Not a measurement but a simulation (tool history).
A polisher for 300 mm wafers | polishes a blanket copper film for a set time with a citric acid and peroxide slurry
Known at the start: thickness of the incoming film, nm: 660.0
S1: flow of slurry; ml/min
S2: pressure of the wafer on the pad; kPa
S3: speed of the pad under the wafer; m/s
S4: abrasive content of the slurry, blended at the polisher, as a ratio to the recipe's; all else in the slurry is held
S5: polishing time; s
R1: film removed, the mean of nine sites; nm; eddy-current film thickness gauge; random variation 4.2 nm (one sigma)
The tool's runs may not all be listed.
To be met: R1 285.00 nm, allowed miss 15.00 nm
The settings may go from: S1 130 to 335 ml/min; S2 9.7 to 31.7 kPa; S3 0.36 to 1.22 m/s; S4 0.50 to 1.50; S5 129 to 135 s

| run | hour | S1 | S2 | S3 | S4 | S5 | R1 |
|---|---|---|---|---|---|---|---|
| 1 | 0.0 | 215 | 20.7 | 0.78 | 1.00 | 129 | 222.00 |
| 2 | 2.8 | 215 | 20.7 | 0.78 | 0.90 | 129 | 216.32 |
| 3 | 9.3 | 215 | 20.7 | 0.78 | 0.85 | 129 | 210.14 |
| 4 | 12.3 | 215 | 21.4 | 0.78 | 0.85 | 129 | 218.40 |
| 5 | 21.0 | 215 | 21.4 | 0.78 | 0.85 | 129 | 216.28 |
| 6 | 29.5 | 215 | 22.1 | 0.78 | 0.85 | 129 | 226.71 |
| 7 | 32.4 | 215 | 22.8 | 0.78 | 0.85 | 129 | 237.04 |
| 8 | 36.3 | 215 | 23.4 | 0.78 | 0.85 | 129 | 234.63 |

4 next moves are on the table. One of them brings every result within its allowed miss. Which?
| A | 40.2 | 200 | 30.3 | 0.88 | 0.70 | 135 | ? |
| B | 40.2 | 215 | 21.4 | 0.86 | 0.70 | 135 | ? |
| C | 40.2 | 190 | 24.1 | 0.86 | 0.95 | 135 | ? |
| D | 40.2 | 190 | 29.0 | 0.88 | 0.80 | 135 | ? |

| move | R1 |
|---|---|
| A | 328.01 |
| B | 246.67 |
| C | 284.22 |
| D | 323.12 |
A: takes the result that was furthest off past its target
B: nearer than the last run, and not there yet
C: meets every target
D: takes the result that was furthest off past its target
The right move is C.

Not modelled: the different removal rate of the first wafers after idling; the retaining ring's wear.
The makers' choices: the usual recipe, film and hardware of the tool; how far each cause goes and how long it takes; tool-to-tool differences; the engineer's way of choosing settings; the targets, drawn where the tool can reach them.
